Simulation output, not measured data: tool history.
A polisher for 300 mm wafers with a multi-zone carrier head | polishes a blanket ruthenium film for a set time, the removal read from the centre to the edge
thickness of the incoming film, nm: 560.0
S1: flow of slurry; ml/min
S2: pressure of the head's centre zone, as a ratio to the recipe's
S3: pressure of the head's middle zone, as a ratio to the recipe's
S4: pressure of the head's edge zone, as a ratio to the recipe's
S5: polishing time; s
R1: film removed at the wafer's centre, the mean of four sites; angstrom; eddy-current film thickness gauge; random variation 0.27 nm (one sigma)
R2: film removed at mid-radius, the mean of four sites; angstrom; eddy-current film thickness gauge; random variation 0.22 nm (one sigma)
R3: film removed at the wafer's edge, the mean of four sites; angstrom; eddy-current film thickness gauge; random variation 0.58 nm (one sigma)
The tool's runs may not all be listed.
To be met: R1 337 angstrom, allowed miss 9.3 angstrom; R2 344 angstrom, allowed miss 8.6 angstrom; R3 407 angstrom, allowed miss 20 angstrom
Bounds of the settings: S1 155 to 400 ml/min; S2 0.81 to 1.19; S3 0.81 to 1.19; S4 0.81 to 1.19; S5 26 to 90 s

Run 1, hour 0: S1 255 ml/min, S2 1, S3 1, S4 1, S5 58 s. Result: R1 410.01 angstrom, R2 419.07 angstrom, R3 413.17 angstrom.
Run 2, hour 1.9: S1 255 ml/min, S2 1, S3 1, S4 1, S5 47 s. Result: R1 330.67 angstrom, R2 341.25 angstrom, R3 341.07 angstrom.
Run 3, hour 7.1: S1 255 ml/min, S2 1, S3 1, S4 0.96, S5 47 s. Result: R1 329.78 angstrom, R2 338.97 angstrom, R3 327.5 angstrom.
Run 4, hour 10: S1 265 ml/min, S2 0.99, S3 0.99, S4 1.03, S5 47 s. Result: R1 328.33 angstrom, R2 337.92 angstrom, R3 347.69 angstrom.
Run 5, hour 16.1: S1 310 ml/min, S2 0.99, S3 0.99, S4 1.03, S5 47 s. Result: R1 340.42 angstrom, R2 342.2 angstrom, R3 347.14 angstrom.
At hour 23.5: worn pad replaced by a new one.
Run 6, hour 23.5: S1 310 ml/min, S2 1.06, S3 0.99, S4 1.03, S5 47 s. Result: R1 405.24 angstrom, R2 382.42 angstrom, R3 382.26 angstrom.
Run 7, hour 32.4: S1 240 ml/min, S2 0.96, S3 0.96, S4 1.13, S5 55 s. Result: R1 411.14 angstrom, R2 422.68 angstrom, R3 471.9 angstrom.
Run 8, hour 41.3: S1 250 ml/min, S2 0.92, S3 0.92, S4 1.09, S5 55 s. Result: R1 393.68 angstrom, R2 406.24 angstrom, R3 458.32 angstrom.
Run 9, hour 45.5: S1 240 ml/min, S2 0.9, S3 0.88, S4 1.06, S5 54 s. Result: R1 372.58 angstrom, R2 388.88 angstrom, R3 449.54 angstrom.
Run 10, hour 49: S1 240 ml/min, S2 0.9, S3 0.88, S4 1.06, S5 54 s. Result: R1 370.08 angstrom, R2 385.74 angstrom, R3 453.12 angstrom.
Run 11, hour 55.9: S1 240 ml/min, S2 0.9, S3 0.86, S4 1.02, S5 54 s. Result: R1 377.03 angstrom, R2 381.9 angstrom, R3 436.7 angstrom.
Run 12, hour 64.4: S1 230 ml/min, S2 0.89, S3 0.84, S4 1.01, S5 53 s. Result: R1 362.36 angstrom, R2 363.1 angstrom, R3 411.76 angstrom.
Run 13, hour 69.3: S1 225 ml/min, S2 0.88, S3 0.83, S4 1.02, S5 52 s. Result: R1 351.35 angstrom, R2 355.41 angstrom, R3 417.38 angstrom.

Which of these 5 next moves meets every target?
Run A, hour 74.2: S1 190 ml/min, S2 0.92, S3 0.82, S4 1.13, S5 49 s. Result: R1 ?, R2 ?, R3 ?.
Run B, hour 74.2: S1 255 ml/min, S2 0.96, S3 0.96, S4 0.92, S5 48 s. Result: R1 ?, R2 ?, R3 ?.
Run C, hour 74.2: S1 250 ml/min, S2 0.89, S3 0.86, S4 1.09, S5 49 s. Result: R1 ?, R2 ?, R3 ?.
Run D, hour 74.2: S1 240 ml/min, S2 0.9, S3 0.89, S4 1.01, S5 51 s. Result: R1 ?, R2 ?, R3 ?.
Run E, hour 74.2: S1 250 ml/min, S2 0.9, S3 0.81, S4 1.12, S5 48 s. Result: R1 ?, R2 ?, R3 ?.

move      R1      R2      R3
   A  340.05  313.96  401.02
   B  365.64  364.31  366.59
   C  344.63  339.84  405.95
   D  360.67  361.52   405.1
   E  341.31  317.61  403.44
A: brings the result that was furthest off to its target, and leaves another outside
B: further off than the last run
C: meets every target
D: further off than the last run
E: brings the result that was furthest off to its target, and leaves another outside
Answer: C
